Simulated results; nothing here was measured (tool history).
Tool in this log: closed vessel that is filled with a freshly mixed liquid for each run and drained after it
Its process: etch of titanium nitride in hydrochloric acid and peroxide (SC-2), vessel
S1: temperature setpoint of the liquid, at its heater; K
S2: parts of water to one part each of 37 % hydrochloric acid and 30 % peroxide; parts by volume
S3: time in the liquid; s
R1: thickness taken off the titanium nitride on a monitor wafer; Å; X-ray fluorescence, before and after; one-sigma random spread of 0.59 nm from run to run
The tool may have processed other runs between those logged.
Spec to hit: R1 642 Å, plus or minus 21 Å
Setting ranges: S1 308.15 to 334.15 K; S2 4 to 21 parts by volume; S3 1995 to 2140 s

run	hour	S1	S2	S3	R1
1	0	318.15	11.5	1995	367.56
2	4	320.65	11.5	1995	436.26
3	11.3	315.65	11.5	1995	314.03
4	14.1	315.65	11.5	1995	308.48
5	23.4	319.15	11.5	1995	389.96
6	32	315.65	11.5	1995	308.72
7	35.2	319.15	11.5	1995	391.15
8	41	321.65	11.5	1995	467.56
9	49.3	323.15	11.5	1995	513.93
10	52.7	324.15	11.5	1995	550.69
11	58.6	325.15	11.5	1995	581.14
12	63.7	325.65	11.5	1995	607.83

Exactly one of the 4 candidate moves below puts every result within its allowed miss. Which one?
A	68.8	328.15	15	1995	?
B	68.8	325.65	11.5	2005	?
C	68.8	330.65	16.5	2070	?
D	68.8	326.15	11	2140	?

move	R1
A	568.26
B	611.07
C	636.1
D	699.87
A: moves away from the targets compared with the last run
B: moves toward the targets from the last run without getting all of them in spec
C: all results in spec
D: carries the result that was furthest off beyond its target, to the other side
C is the move that brings every result within its allowed miss.

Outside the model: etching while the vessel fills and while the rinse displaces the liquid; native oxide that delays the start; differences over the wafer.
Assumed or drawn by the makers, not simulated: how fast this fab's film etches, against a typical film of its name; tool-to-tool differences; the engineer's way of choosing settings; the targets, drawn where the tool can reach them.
